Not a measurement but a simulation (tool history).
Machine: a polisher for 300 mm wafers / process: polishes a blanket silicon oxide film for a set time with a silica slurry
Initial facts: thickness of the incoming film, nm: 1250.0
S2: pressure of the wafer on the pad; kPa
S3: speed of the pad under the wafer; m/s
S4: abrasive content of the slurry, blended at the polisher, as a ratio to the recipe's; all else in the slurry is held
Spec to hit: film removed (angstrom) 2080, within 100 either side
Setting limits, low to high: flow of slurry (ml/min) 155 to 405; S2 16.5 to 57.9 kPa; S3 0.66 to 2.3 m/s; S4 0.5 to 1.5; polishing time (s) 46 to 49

{"run": 1, "day": 0.0, "flow of slurry (ml/min)": 260, "S2": 37.2, "S3": 1.46, "S4": 1, "polishing time (s)": 46, "film removed (angstrom)": 2710.1}
{"run": 2, "day": 0.158, "flow of slurry (ml/min)": 260, "S2": 37.2, "S3": 1.46, "S4": 0.85, "polishing time (s)": 46, "film removed (angstrom)": 2583.7}
{"run": 3, "day": 0.238, "flow of slurry (ml/min)": 260, "S2": 37.2, "S3": 1.46, "S4": 0.7, "polishing time (s)": 46, "film removed (angstrom)": 2302.3}
{"run": 4, "day": 0.3, "flow of slurry (ml/min)": 260, "S2": 37.2, "S3": 1.72, "S4": 0.7, "polishing time (s)": 46, "film removed (angstrom)": 2681.4}
{"run": 5, "day": 0.421, "flow of slurry (ml/min)": 260, "S2": 37.2, "S3": 1.72, "S4": 0.7, "polishing time (s)": 46, "film removed (angstrom)": 2676.6}
{"run": 6, "day": 0.65, "flow of slurry (ml/min)": 260, "S2": 34.5, "S3": 1.7, "S4": 0.7, "polishing time (s)": 46, "film removed (angstrom)": 2420.7}
{"run": 7, "day": 1.017, "flow of slurry (ml/min)": 260, "S2": 33.1, "S3": 1.7, "S4": 0.7, "polishing time (s)": 46, "film removed (angstrom)": 2389.2}
{"run": 8, "day": 1.317, "flow of slurry (ml/min)": 260, "S2": 31.7, "S3": 1.7, "S4": 0.7, "polishing time (s)": 46, "film removed (angstrom)": 2264.7}
{"run": 9, "day": 1.425, "flow of slurry (ml/min)": 260, "S2": 31.7, "S3": 1.7, "S4": 0.7, "polishing time (s)": 46, "film removed (angstrom)": 2389.4}

Below are 5 possible settings for the next run. Only one of them brings all results inside the allowed miss of their targets. Which is it?
{"run": "A", "day": 1.533, "flow of slurry (ml/min)": 260, "S2": 30.3, "S3": 1.82, "S4": 0.8, "polishing time (s)": 49, "film removed (angstrom)": "?"}
{"run": "B", "day": 1.533, "flow of slurry (ml/min)": 225, "S2": 32.4, "S3": 1.54, "S4": 0.6, "polishing time (s)": 48, "film removed (angstrom)": "?"}
{"run": "C", "day": 1.533, "flow of slurry (ml/min)": 260, "S2": 32.4, "S3": 1.84, "S4": 0.65, "polishing time (s)": 48, "film removed (angstrom)": "?"}
{"run": "D", "day": 1.533, "flow of slurry (ml/min)": 255, "S2": 29, "S3": 1.56, "S4": 0.6, "polishing time (s)": 46, "film removed (angstrom)": "?"}
{"run": "E", "day": 1.533, "flow of slurry (ml/min)": 300, "S2": 31, "S3": 1.82, "S4": 0.7, "polishing time (s)": 48, "film removed (angstrom)": "?"}

move=A film_removed_(angstrom)=2633.2
move=B film_removed_(angstrom)=2117.5
move=C film_removed_(angstrom)=2549.5
move=D film_removed_(angstrom)=1886.2
move=E film_removed_(angstrom)=2534.8
A: its largest miss is bigger than the last run's
B: hits every target within its allowed miss
C: its largest miss is bigger than the last run's
D: carries the result that was furthest off beyond its target, to the other side
E: its largest miss is bigger than the last run's
B meets every target.

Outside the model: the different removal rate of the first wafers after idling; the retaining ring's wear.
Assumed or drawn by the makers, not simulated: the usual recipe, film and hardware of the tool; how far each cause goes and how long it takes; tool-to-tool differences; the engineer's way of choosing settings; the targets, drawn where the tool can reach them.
